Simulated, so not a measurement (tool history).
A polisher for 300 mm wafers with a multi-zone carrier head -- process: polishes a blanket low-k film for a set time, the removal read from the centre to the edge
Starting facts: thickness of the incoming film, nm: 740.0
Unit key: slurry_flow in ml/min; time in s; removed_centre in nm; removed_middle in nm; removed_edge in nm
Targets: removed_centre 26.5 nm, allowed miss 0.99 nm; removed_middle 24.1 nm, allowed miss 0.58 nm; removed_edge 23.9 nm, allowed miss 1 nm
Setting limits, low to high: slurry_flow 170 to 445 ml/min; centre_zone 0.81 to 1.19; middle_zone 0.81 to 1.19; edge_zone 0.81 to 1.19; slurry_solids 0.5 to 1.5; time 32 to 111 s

run	hour	slurry_flow	centre_zone	middle_zone	edge_zone	slurry_solids	time	removed_centre	removed_middle	removed_edge
1	0	285	1	1	1	1	71	35.23	35.589	34.736
2	5.3	285	1	0.98	0.97	0.9	70	32.886	32.646	32.27
3	11.6	285	1.01	0.97	0.94	0.8	69	31.683	30.929	29.928
4	17.9	240	1.01	0.97	0.94	0.8	69	30.554	29.891	29.383
5	21.6	240	1.01	1.02	0.94	0.8	69	29.657	30.958	29.159
6	24.6	235	1.01	0.99	0.92	0.75	69	28.995	29.291	28.937
7	25.3	250	1.02	0.98	0.91	0.7	68	29.33	27.959	26.742
8	28.1	245	1.01	0.97	0.9	0.65	68	27.088	27.478	26.295
9	28.8	240	1.02	0.95	0.89	0.65	68	27.542	26.734	25.4
10	35.1	230	1.02	0.93	0.89	0.65	68	27.394	25.671	26.093
11	38.1	225	1.03	0.93	0.88	0.65	68	27.283	25.739	25.196
12	40.9	215	1.03	0.92	0.87	0.65	68	27.571	25.359	25.363
13	45.5	210	1.03	0.92	0.86	0.65	68	27.447	25.456	25.413
14	54.1	210	1.03	0.92	0.85	0.65	68	27.623	25.022	25.071
15	56.5	210	1.03	0.92	0.84	0.65	68	27.261	25.156	24.778
16	64.6	205	1.03	0.92	0.83	0.65	68	27.347	25.278	24.878

Below are 5 possible settings for the next run. Only one of them brings all results inside the allowed miss of their targets. Which is it?
A	72.7	250	1.12	1.08	0.81	0.6	61	?	?	?
B	72.7	340	1.13	1	0.81	0.55	65	?	?	?
C	72.7	185	1.05	0.99	0.83	0.65	67	?	?	?
D	72.7	205	1.01	0.88	0.81	0.9	59	?	?	?
E	72.7	270	1.01	0.86	0.82	0.85	63	?	?	?

move	removed_centre	removed_middle	removed_edge
A	26.471	25.366	21.478
B	28.404	25.188	22.611
C	26.739	25.568	23.869
D	26.519	23.869	24.237
E	28.89	25.403	26.18
A: lands further from the targets than the last run did
B: better than the last run, though not everything is in spec
C: lands further from the targets than the last run did
D: all results land within tolerance of their targets
E: lands further from the targets than the last run did
Answer: D
